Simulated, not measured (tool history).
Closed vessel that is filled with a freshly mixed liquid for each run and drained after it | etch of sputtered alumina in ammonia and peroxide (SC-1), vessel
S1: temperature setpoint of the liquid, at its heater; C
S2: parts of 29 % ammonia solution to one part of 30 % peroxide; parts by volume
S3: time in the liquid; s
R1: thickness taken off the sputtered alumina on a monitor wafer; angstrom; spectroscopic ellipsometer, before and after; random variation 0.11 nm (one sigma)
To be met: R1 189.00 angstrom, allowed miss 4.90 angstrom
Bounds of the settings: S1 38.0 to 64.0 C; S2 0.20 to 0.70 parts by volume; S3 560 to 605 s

run  hour    S1    S2   S3      R1
  1   0.0  48.0  0.40  560  267.25
  2   2.3  48.0  0.40  605  289.97
  3  10.2  48.0  0.50  605  295.91
  4  18.0  46.0  0.50  605  264.47
  5  27.0  52.0  0.50  605  369.28
  6  35.1  49.0  0.50  605  313.01
  7  41.1  49.0  0.50  605  313.23
  8  48.5  41.0  0.50  605  198.59

5 next moves are on the table. One of them brings every result within its allowed miss. Which?
  A  55.9  41.5  0.40  605   ?
  B  55.9  41.0  0.40  560   ?
  C  55.9  40.0  0.65  565   ?
  D  55.9  41.0  0.55  570   ?
  E  55.9  42.0  0.45  575   ?

move      R1
   A  198.39
   B  178.34
   C  177.70
   D  187.12
   E  196.32
A: as far off as the last run
B: takes the result that was furthest off past its target
C: takes the result that was furthest off past its target
D: meets every target
E: nearer than the last run, and not there yet
Move D is the one to make.
